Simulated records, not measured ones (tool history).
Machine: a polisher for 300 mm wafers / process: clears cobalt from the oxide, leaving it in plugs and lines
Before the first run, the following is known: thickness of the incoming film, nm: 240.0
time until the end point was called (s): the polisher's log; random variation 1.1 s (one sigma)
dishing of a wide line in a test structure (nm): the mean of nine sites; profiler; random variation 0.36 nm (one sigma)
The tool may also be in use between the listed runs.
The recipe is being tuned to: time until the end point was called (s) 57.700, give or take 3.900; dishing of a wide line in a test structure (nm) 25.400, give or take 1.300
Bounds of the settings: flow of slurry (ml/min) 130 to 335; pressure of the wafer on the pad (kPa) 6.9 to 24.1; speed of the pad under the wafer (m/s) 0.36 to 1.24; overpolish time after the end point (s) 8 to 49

run    day  flow of slurry (ml/min)  pressure of the wafer on the pad (kPa)  speed of the pad under the wafer (m/s)  overpolish time after the end point (s)  time until the end point was called (s)  dishing of a wide line in a test structure (nm)
  1  0.000                      215                                    15.2                                    0.80                                       25                                   57.255                                           35.404
  2  0.342                      210                                    15.2                                    0.80                                       20                                   56.806                                           33.762
  3  0.417                      245                                    15.2                                    0.80                                       20                                   56.491                                           33.181
  4  0.692                      275                                    14.5                                    0.80                                       16                                   58.551                                           30.018
  5  0.996                      295                                    13.8                                    0.82                                       14                                   57.117                                           29.065
  6  1.283                      295                                    13.8                                    1.00                                       14                                   48.326                                           30.994
  7  1.338                      305                                    13.8                                    0.94                                       12                                   52.310                                           28.382
  8  1.454                      315                                    13.8                                    0.92                                       11                                   51.739                                           27.451
  9  1.650                      320                                    13.1                                    0.92                                       10                                   53.415                                           25.633

4 next moves are on the table. One of them brings every result within its allowed miss. Which?
  A  1.846                      245                                    15.2                                    1.00                                        8                                        ?                                                ?
  B  1.846                      305                                    14.5                                    1.06                                        8                                        ?                                                ?
  C  1.846                      330                                    10.3                                    0.86                                       12                                        ?                                                ?
  D  1.846                      315                                    11.7                                    0.92                                       11                                        ?                                                ?

move  time until the end point was called (s)  dishing of a wide line in a test structure (nm)
   A                                   46.139                                           23.629
   B                                   44.376                                           24.171
   C                                   63.012                                           25.006
   D                                   56.073                                           25.395
A: further off than the last run
B: further off than the last run
C: takes the result that was furthest off past its target
D: every result within its allowed miss
So the answer is move D, the one that meets all the targets.
